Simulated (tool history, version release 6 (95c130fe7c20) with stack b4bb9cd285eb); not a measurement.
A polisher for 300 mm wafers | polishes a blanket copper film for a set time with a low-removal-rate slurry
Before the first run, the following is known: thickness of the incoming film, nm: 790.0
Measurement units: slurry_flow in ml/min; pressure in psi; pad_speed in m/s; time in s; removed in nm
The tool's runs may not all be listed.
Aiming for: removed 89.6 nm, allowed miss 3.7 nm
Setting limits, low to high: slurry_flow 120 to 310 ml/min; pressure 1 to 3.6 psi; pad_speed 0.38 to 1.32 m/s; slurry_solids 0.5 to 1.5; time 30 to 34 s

{"run": 1, "day": 0.0, "slurry_flow": 200, "pressure": 2.3, "pad_speed": 0.84, "slurry_solids": 1, "time": 34, "removed": 63.088}
{"run": 2, "day": 0.125, "slurry_flow": 200, "pressure": 2.5, "pad_speed": 0.84, "slurry_solids": 1, "time": 34, "removed": 70.448}
{"run": 3, "day": 0.354, "slurry_flow": 200, "pressure": 2.6, "pad_speed": 0.84, "slurry_solids": 1, "time": 34, "removed": 71.615}
{"run": 4, "day": 0.55, "slurry_flow": 200, "pressure": 2.7, "pad_speed": 0.84, "slurry_solids": 1, "time": 34, "removed": 75.344}
{"run": 5, "day": 0.879, "slurry_flow": 200, "pressure": 2.7, "pad_speed": 0.84, "slurry_solids": 0.9, "time": 34, "removed": 72.596}
{"run": 6, "day": 1.058, "slurry_flow": 200, "pressure": 2.8, "pad_speed": 0.84, "slurry_solids": 0.9, "time": 34, "removed": 75.014}
{"run": 7, "day": 1.088, "slurry_flow": 200, "pressure": 2.9, "pad_speed": 0.84, "slurry_solids": 0.9, "time": 34, "removed": 78.707}
{"run": 8, "day": 1.342, "slurry_flow": 200, "pressure": 3, "pad_speed": 0.84, "slurry_solids": 0.9, "time": 34, "removed": 81.537}
{"run": 9, "day": 1.45, "slurry_flow": 200, "pressure": 3.1, "pad_speed": 0.84, "slurry_solids": 0.9, "time": 34, "removed": 82.497}
{"run": 10, "day": 1.662, "slurry_flow": 200, "pressure": 3.2, "pad_speed": 0.84, "slurry_solids": 0.9, "time": 34, "removed": 83.818}
{"run": 11, "day": 1.8, "slurry_flow": 200, "pressure": 3.2, "pad_speed": 0.84, "slurry_solids": 0.9, "time": 34, "removed": 85.613}

Of the 5 settings listed for the next run, only one would bring every result within its allowed miss of target. Which one?
{"run": "A", "day": 1.938, "slurry_flow": 240, "pressure": 3.3, "pad_speed": 1.02, "slurry_solids": 0.95, "time": 31, "removed": "?"}
{"run": "B", "day": 1.938, "slurry_flow": 210, "pressure": 3.2, "pad_speed": 0.88, "slurry_solids": 1.05, "time": 33, "removed": "?"}
{"run": "C", "day": 1.938, "slurry_flow": 260, "pressure": 3.4, "pad_speed": 1.02, "slurry_solids": 1, "time": 30, "removed": "?"}
{"run": "D", "day": 1.938, "slurry_flow": 205, "pressure": 3.3, "pad_speed": 0.98, "slurry_solids": 0.85, "time": 34, "removed": "?"}
{"run": "E", "day": 1.938, "slurry_flow": 200, "pressure": 3.6, "pad_speed": 0.92, "slurry_solids": 0.8, "time": 34, "removed": "?"}

move=A removed=97.756
move=B removed=91.413
move=C removed=99.502
move=D removed=99.137
move=E removed=100.52
A: takes the result that was furthest off past its target
B: meets every target
C: takes the result that was furthest off past its target
D: takes the result that was furthest off past its target
E: takes the result that was furthest off past its target
Move B is the one to make.

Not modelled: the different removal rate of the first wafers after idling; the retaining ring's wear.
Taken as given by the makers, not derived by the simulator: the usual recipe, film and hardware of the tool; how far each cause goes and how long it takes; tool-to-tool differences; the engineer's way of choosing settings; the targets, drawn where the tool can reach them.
